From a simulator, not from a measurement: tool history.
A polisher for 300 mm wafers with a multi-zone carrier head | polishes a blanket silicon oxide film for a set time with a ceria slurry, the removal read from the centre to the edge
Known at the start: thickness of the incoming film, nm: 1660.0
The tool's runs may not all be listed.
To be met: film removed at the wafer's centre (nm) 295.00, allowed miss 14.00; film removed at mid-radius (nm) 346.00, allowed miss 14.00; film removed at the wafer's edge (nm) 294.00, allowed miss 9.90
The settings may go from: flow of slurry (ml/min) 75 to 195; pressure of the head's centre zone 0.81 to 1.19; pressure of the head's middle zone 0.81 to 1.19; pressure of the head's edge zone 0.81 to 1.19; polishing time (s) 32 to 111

| run | hour | flow of slurry (ml/min) | pressure of the head's centre zone | pressure of the head's middle zone | pressure of the head's edge zone | polishing time (s) | film removed at the wafer's centre (nm) | film removed at mid-radius (nm) | film removed at the wafer's edge (nm) |
|---|---|---|---|---|---|---|---|---|---|
| 1 | 0.0 | 125 | 1.00 | 1.00 | 1.00 | 71 | 244.85 | 250.33 | 257.22 |
| 2 | 2.2 | 125 | 1.00 | 1.00 | 1.08 | 71 | 248.60 | 249.81 | 265.41 |
| 3 | 10.6 | 125 | 1.00 | 1.00 | 1.08 | 88 | 307.96 | 308.36 | 333.54 |
| 4 | 13.0 | 125 | 1.00 | 1.02 | 1.06 | 88 | 304.75 | 311.56 | 328.43 |
| 5 | 15.8 | 125 | 0.94 | 1.02 | 1.06 | 88 | 284.05 | 310.51 | 325.06 |
| 6 | 20.3 | 125 | 0.94 | 0.97 | 1.06 | 88 | 286.31 | 299.85 | 326.88 |
| 7 | 28.8 | 125 | 0.95 | 0.99 | 1.04 | 88 | 289.87 | 307.14 | 328.78 |
| 8 | 33.1 | 125 | 0.96 | 1.01 | 1.03 | 87 | 286.50 | 306.74 | 322.08 |
| 9 | 41.9 | 130 | 0.97 | 1.03 | 1.02 | 86 | 294.57 | 310.44 | 317.36 |
| 10 | 49.0 | 130 | 0.97 | 1.05 | 1.01 | 86 | 291.49 | 318.49 | 310.03 |
|  | 57.6 | worn pad replaced by a new one |
| 11 | 57.6 | 130 | 0.97 | 1.06 | 1.01 | 86 | 328.74 | 366.67 | 352.56 |
| 12 | 58.4 | 130 | 0.97 | 1.06 | 0.99 | 85 | 321.14 | 364.91 | 341.27 |
| 13 | 64.1 | 130 | 0.97 | 1.06 | 0.98 | 84 | 322.50 | 348.16 | 337.59 |
| 14 | 68.6 | 135 | 0.97 | 1.07 | 0.99 | 82 | 315.63 | 349.59 | 336.91 |
| 15 | 73.7 | 130 | 0.97 | 1.07 | 0.98 | 81 | 302.01 | 352.95 | 330.34 |
| 16 | 81.3 | 130 | 0.98 | 1.07 | 0.97 | 80 | 305.80 | 337.36 | 325.03 |
| 17 | 82.0 | 135 | 0.98 | 1.07 | 0.97 | 78 | 301.54 | 332.46 | 316.84 |
| 18 | 84.6 | 135 | 0.98 | 1.08 | 0.96 | 77 | 296.32 | 330.73 | 310.99 |
| 19 | 93.4 | 135 | 0.98 | 1.09 | 0.95 | 76 | 297.32 | 336.59 | 303.88 |

5 next moves are on the table. One of them brings every result within its allowed miss. Which?
| A | 102.2 | 150 | 0.99 | 0.99 | 0.92 | 79 | ? | ? | ? |
| B | 102.2 | 115 | 1.01 | 1.04 | 0.94 | 80 | ? | ? | ? |
| C | 102.2 | 130 | 0.99 | 0.99 | 0.91 | 78 | ? | ? | ? |
| D | 102.2 | 135 | 0.99 | 1.17 | 0.91 | 74 | ? | ? | ? |
| E | 102.2 | 105 | 1.13 | 1.17 | 0.90 | 77 | ? | ? | ? |

| move | film removed at the wafer's centre (nm) | film removed at mid-radius (nm) | film removed at the wafer's edge (nm) |
|---|---|---|---|
| A | 313.51 | 324.44 | 318.63 |
| B | 303.27 | 323.15 | 312.60 |
| C | 299.36 | 311.05 | 306.52 |
| D | 287.03 | 343.12 | 291.78 |
| E | 318.36 | 335.83 | 289.63 |
A: further off than the last run
B: further off than the last run
C: further off than the last run
D: meets every target
E: brings the result that was furthest off to its target, and leaves another outside
Answer: D
